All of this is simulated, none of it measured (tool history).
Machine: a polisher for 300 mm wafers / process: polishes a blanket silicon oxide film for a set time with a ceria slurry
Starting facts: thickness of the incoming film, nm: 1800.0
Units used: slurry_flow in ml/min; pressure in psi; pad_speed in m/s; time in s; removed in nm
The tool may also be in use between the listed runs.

run	day	slurry_flow	pressure	pad_speed	time	removed
1	0.000	195	4.0	1.18	35	241.22
2	0.375	195	4.0	1.18	31	209.78
3	0.462	195	4.0	1.30	31	222.56
4	0.696	195	3.5	1.30	31	200.39
5	1.000	195	3.5	1.40	31	211.14
6	1.192	195	4.5	1.40	31	269.92
7	1.483	195	4.6	1.40	31	275.79

Predict the results of run 8:
8	1.738	195	4.7	1.40	31	?

{"run 8": {"removed": 277.0}}
